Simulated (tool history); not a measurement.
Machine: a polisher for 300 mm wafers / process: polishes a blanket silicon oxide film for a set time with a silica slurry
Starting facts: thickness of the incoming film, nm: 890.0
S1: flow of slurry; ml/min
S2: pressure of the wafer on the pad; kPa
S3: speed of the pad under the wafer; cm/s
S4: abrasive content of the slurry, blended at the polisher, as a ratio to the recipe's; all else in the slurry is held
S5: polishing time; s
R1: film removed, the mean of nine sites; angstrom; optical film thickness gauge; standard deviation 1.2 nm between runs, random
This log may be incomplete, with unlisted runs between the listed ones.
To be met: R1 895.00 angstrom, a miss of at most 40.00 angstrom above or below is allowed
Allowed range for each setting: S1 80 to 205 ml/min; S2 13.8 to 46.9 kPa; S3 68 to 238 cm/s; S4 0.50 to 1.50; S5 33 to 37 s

{"run": 1, "hour": 0.0, "S1": 135, "S2": 30.3, "S3": 152, "S4": 1.0, "S5": 37, "R1": 1573.2}
{"run": 2, "hour": 7.0, "S1": 135, "S2": 30.3, "S3": 122, "S4": 1.0, "S5": 37, "R1": 1343.9}
{"run": 3, "hour": 8.3, "S1": 135, "S2": 30.3, "S3": 122, "S4": 0.85, "S5": 37, "R1": 1258.9}
{"run": 4, "hour": 11.1, "S1": 135, "S2": 24.1, "S3": 122, "S4": 0.85, "S5": 37, "R1": 986.68}
{"run": 5, "hour": 14.9, "S1": 135, "S2": 24.1, "S3": 122, "S4": 1.0, "S5": 37, "R1": 1075.1}
{"run": 6, "hour": 21.3, "S1": 135, "S2": 23.4, "S3": 122, "S4": 1.0, "S5": 37, "R1": 1032.5}
{"run": 7, "hour": 27.1, "S1": 135, "S2": 22.8, "S3": 122, "S4": 1.0, "S5": 37, "R1": 1028.6}
{"run": 8, "hour": 28.2, "S1": 125, "S2": 17.9, "S3": 120, "S4": 1.0, "S5": 37, "R1": 772.96}
{"run": 9, "hour": 33.0, "S1": 130, "S2": 17.9, "S3": 120, "S4": 1.0, "S5": 37, "R1": 797.53}
{"run": 10, "hour": 36.2, "S1": 135, "S2": 17.9, "S3": 120, "S4": 1.0, "S5": 37, "R1": 795.86}
{"run": 11, "hour": 44.1, "S1": 140, "S2": 18.6, "S3": 120, "S4": 1.0, "S5": 37, "R1": 831.72}

Which of these 5 next moves meets every target?
{"run": "A", "hour": 52.0, "S1": 140, "S2": 17.9, "S3": 120, "S4": 1.1, "S5": 33, "R1": "?"}
{"run": "B", "hour": 52.0, "S1": 165, "S2": 17.2, "S3": 124, "S4": 1.1, "S5": 33, "R1": "?"}
{"run": "C", "hour": 52.0, "S1": 185, "S2": 24.1, "S3": 86, "S4": 1.1, "S5": 37, "R1": "?"}
{"run": "D", "hour": 52.0, "S1": 190, "S2": 20.7, "S3": 86, "S4": 1.2, "S5": 33, "R1": "?"}
{"run": "E", "hour": 52.0, "S1": 100, "S2": 18.6, "S3": 116, "S4": 1.25, "S5": 34, "R1": "?"}

move=A R1=758.83
move=B R1=773.77
move=C R1=909.41
move=D R1=727.96
move=E R1=764.84
A: moves away from the targets compared with the last run
B: moves away from the targets compared with the last run
C: all results land within tolerance of their targets
D: moves away from the targets compared with the last run
E: moves away from the targets compared with the last run
The right move is C.
